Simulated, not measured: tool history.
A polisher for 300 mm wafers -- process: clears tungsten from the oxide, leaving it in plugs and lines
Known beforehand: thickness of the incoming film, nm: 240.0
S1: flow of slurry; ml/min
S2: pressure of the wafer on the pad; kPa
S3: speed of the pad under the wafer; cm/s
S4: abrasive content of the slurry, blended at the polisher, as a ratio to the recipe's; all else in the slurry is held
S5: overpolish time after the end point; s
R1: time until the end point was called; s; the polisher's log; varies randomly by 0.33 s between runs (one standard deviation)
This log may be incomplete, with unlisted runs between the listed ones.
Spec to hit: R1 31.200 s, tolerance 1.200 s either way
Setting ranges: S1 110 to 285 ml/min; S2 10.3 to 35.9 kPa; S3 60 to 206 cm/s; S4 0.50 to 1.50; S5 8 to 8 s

run,hour,S1,S2,S3,S4,S5,R1
1,0.0,180,22.8,132,1.00,8,47.630
2,2.4,185,25.5,132,1.00,8,42.109
3,9.6,185,20.7,132,1.00,8,51.098
4,14.9,190,24.1,134,1.00,8,45.311
5,23.6,190,24.1,134,0.90,8,45.920
6,32.4,165,24.1,134,0.90,8,45.927
7,39.0,165,26.9,136,0.90,8,39.832
8,40.2,165,29.0,136,0.90,8,38.566
9,48.5,165,31.0,136,0.90,8,35.791
10,50.8,165,31.0,136,0.90,8,36.072

Next run, 4 choices. One meets every target within its allowed miss, the rest don't. Which?
A,53.1,135,35.2,138,0.80,8,?
B,53.1,175,31.7,140,0.95,8,?
C,53.1,170,29.0,148,0.95,8,?
D,53.1,240,26.9,172,0.80,8,?

move,R1
A,33.104
B,33.208
C,34.555
D,31.604
A: nearer the targets than the last run, but a result is still out of spec
B: nearer the targets than the last run, but a result is still out of spec
C: nearer the targets than the last run, but a result is still out of spec
D: meets every target
D meets every target.
